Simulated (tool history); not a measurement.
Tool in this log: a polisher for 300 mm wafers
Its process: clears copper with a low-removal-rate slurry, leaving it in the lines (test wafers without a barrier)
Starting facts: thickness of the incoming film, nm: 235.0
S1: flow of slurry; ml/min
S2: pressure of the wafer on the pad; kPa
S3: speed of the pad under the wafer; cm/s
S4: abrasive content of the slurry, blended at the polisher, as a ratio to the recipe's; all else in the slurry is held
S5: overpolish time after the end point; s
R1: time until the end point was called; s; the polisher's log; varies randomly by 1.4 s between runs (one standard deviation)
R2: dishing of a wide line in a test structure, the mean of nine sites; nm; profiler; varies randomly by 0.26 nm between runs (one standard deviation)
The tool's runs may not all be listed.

| run | hour | S1 | S2 | S3 | S4 | S5 | R1 | R2 |
|---|---|---|---|---|---|---|---|---|
| 1 | 0.0 | 215 | 16.5 | 112 | 1.0 | 22 | 95.339 | 15.997 |
| 2 | 5.3 | 215 | 15.2 | 112 | 1.0 | 23 | 102.610 | 16.519 |
| 3 | 6.2 | 215 | 13.8 | 112 | 1.0 | 22 | 113.510 | 15.217 |
| 4 | 9.5 | 215 | 11.7 | 112 | 1.0 | 22 | 133.000 | 14.114 |
| 5 | 16.8 | 215 | 11.7 | 112 | 1.0 | 16 | 131.790 | 12.165 |
| 6 | 20.3 | 215 | 11.0 | 112 | 1.0 | 18 | 141.450 | 12.813 |
|  | 29.3 | slurry nozzle cleaned |
| 7 | 29.3 | 215 | 11.0 | 112 | 1.0 | 20 | 133.080 | 13.886 |

Predict the results of run 8:
| 8 | 33.7 | 215 | 10.3 | 112 | 1.0 | 21 | ? | ? |

R1: 138.940 s
R2: 13.739 nm
